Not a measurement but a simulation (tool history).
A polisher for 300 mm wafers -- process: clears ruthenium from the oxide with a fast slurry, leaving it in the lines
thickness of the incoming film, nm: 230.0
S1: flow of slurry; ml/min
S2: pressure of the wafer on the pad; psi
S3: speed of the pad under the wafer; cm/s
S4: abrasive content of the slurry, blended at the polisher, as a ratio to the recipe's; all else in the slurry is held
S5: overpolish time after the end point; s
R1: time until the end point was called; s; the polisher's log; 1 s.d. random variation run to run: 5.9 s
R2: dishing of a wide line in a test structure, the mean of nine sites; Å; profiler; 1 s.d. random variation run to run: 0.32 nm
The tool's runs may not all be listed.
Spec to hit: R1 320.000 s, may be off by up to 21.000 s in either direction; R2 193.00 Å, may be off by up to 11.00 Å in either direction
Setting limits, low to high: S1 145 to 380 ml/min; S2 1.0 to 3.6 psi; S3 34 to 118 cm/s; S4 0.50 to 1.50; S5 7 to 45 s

{"run": 1, "hour": 0.0, "S1": 245, "S2": 2.3, "S3": 76, "S4": 1.0, "S5": 23, "R1": 110.95, "R2": 383.06}
{"run": 2, "hour": 2.1, "S1": 245, "S2": 2.3, "S3": 76, "S4": 0.85, "S5": 23, "R1": 111.03, "R2": 366.48}
{"run": 3, "hour": 10.0, "S1": 245, "S2": 2.3, "S3": 94, "S4": 0.85, "S5": 23, "R1": 92.514, "R2": 428.68}
{"run": 4, "hour": 11.5, "S1": 185, "S2": 2.3, "S3": 94, "S4": 0.85, "S5": 23, "R1": 96.287, "R2": 410.47}
{"run": 5, "hour": 19.1, "S1": 185, "S2": 2.3, "S3": 94, "S4": 1.0, "S5": 23, "R1": 89.887, "R2": 439.65}
{"run": 6, "hour": 23.9, "S1": 185, "S2": 2.3, "S3": 104, "S4": 1.0, "S5": 23, "R1": 81.481, "R2": 466.82}
{"run": 7, "hour": 30.7, "S1": 180, "S2": 2.1, "S3": 94, "S4": 1.0, "S5": 24, "R1": 98.804, "R2": 430.36}
{"run": 8, "hour": 36.6, "S1": 175, "S2": 1.9, "S3": 84, "S4": 1.0, "S5": 24, "R1": 119.89, "R2": 361.0}
{"run": 9, "hour": 39.7, "S1": 165, "S2": 1.3, "S3": 64, "S4": 0.85, "S5": 32, "R1": 256.03, "R2": 255.21}
{"run": 10, "hour": 47.3, "S1": 165, "S2": 1.3, "S3": 62, "S4": 0.85, "S5": 32, "R1": 257.41, "R2": 251.08}
{"run": 11, "hour": 48.9, "S1": 165, "S2": 1.3, "S3": 60, "S4": 0.85, "S5": 32, "R1": 269.96, "R2": 239.29}

Below are 5 possible settings for the next run. Only one of them brings all results inside the allowed miss of their targets. Which is it?
{"run": "A", "hour": 50.5, "S1": 145, "S2": 1.6, "S3": 66, "S4": 0.75, "S5": 19, "R1": "?", "R2": "?"}
{"run": "B", "hour": 50.5, "S1": 165, "S2": 1.7, "S3": 54, "S4": 0.85, "S5": 33, "R1": "?", "R2": "?"}
{"run": "C", "hour": 50.5, "S1": 150, "S2": 1.4, "S3": 60, "S4": 0.95, "S5": 31, "R1": "?", "R2": "?"}
{"run": "D", "hour": 50.5, "S1": 145, "S2": 1.4, "S3": 48, "S4": 0.75, "S5": 30, "R1": "?", "R2": "?"}
{"run": "E", "hour": 50.5, "S1": 165, "S2": 1.7, "S3": 50, "S4": 1.1, "S5": 38, "R1": "?", "R2": "?"}

move=A R1=210.610 R2=186.66
move=B R1=225.630 R2=285.01
move=C R1=238.900 R2=257.34
move=D R1=324.760 R2=190.69
move=E R1=221.140 R2=325.97
A: gets the furthest-off result to its target, but another result is out of tolerance
B: its largest miss is bigger than the last run's
C: its largest miss is bigger than the last run's
D: each result inside its tolerance
E: its largest miss is bigger than the last run's
Move D is the one to make.
